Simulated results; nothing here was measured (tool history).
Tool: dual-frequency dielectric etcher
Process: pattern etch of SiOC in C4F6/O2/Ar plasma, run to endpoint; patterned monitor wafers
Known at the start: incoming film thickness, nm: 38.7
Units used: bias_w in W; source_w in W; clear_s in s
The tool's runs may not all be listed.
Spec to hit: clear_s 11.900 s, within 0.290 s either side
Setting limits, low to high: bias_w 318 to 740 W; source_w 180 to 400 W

run	hour	bias_w	source_w	clear_s
1	0.0	529	290	13.294
2	5.8	529	330	12.947
3	7.8	449	330	13.462
4	9.0	449	300	13.849
5	15.6	482	310	13.449
6	18.9	509	320	13.049
7	24.8	528	320	12.962
8	30.9	546	320	12.899
9	37.7	546	320	12.789
10	41.4	561	320	12.765
11	45.8	577	320	12.694

Of the 4 settings listed for the next run, only one would bring every result within its allowed miss of target. Which one?
A	50.2	725	370	?
B	50.2	595	310	?
C	50.2	691	330	?
D	50.2	525	310	?

move	clear_s
A	11.366
B	12.693
C	11.927
D	13.150
A: the result that was furthest off in the last run now lies on the other side of its target
B: neither nearer nor further off than the last run
C: each result inside its tolerance
D: moves away from the targets compared with the last run
So the answer is move C, the one that meets all the targets.
